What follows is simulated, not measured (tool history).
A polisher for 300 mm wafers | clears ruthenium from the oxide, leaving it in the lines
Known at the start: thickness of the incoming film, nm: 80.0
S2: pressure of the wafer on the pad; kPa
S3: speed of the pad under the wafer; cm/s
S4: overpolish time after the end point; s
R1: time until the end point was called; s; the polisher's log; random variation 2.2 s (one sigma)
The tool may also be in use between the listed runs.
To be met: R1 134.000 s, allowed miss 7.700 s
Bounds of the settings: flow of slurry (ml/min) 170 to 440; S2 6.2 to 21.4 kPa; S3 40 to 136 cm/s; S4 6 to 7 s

run 1 hour=0.0 | flow_of_slurry_(ml/min)=280 S2=13.8 S3=88 S4=7 | R1=93.180
run 2 hour=7.2 | flow_of_slurry_(ml/min)=280 S2=17.2 S3=88 S4=7 | R1=75.679
run 3 hour=10.4 | flow_of_slurry_(ml/min)=280 S2=15.2 S3=86 S4=7 | R1=84.832
run 4 hour=18.7 | flow_of_slurry_(ml/min)=280 S2=15.2 S3=86 S4=7 | R1=85.472
run 5 hour=27.2 | flow_of_slurry_(ml/min)=280 S2=13.8 S3=84 S4=7 | R1=96.572
run 6 hour=35.6 | flow_of_slurry_(ml/min)=280 S2=15.2 S3=84 S4=7 | R1=87.465
run 7 hour=41.7 | flow_of_slurry_(ml/min)=280 S2=13.8 S3=82 S4=7 | R1=94.500
run 8 hour=44.9 | flow_of_slurry_(ml/min)=280 S2=12.4 S3=80 S4=7 | R1=106.370
run 9 hour=52.9 | flow_of_slurry_(ml/min)=280 S2=11.7 S3=78 S4=7 | R1=115.020
run 10 hour=59.8 | flow_of_slurry_(ml/min)=280 S2=11.0 S3=78 S4=7 | R1=116.620
run 11 hour=62.8 | flow_of_slurry_(ml/min)=280 S2=10.3 S3=78 S4=7 | R1=127.500

Which of these 4 next moves meets every target?
run A hour=65.8 | flow_of_slurry_(ml/min)=270 S2=10.3 S3=90 S4=6 | R1=?
run B hour=65.8 | flow_of_slurry_(ml/min)=230 S2=11.0 S3=80 S4=7 | R1=?
run C hour=65.8 | flow_of_slurry_(ml/min)=285 S2=12.4 S3=62 S4=7 | R1=?
run D hour=65.8 | flow_of_slurry_(ml/min)=235 S2=11.0 S3=80 S4=6 | R1=?

move=A R1=107.090
move=B R1=116.760
move=C R1=134.700
move=D R1=116.500
A: further off than the last run
B: further off than the last run
C: meets every target
D: further off than the last run
Move C is the one to make.

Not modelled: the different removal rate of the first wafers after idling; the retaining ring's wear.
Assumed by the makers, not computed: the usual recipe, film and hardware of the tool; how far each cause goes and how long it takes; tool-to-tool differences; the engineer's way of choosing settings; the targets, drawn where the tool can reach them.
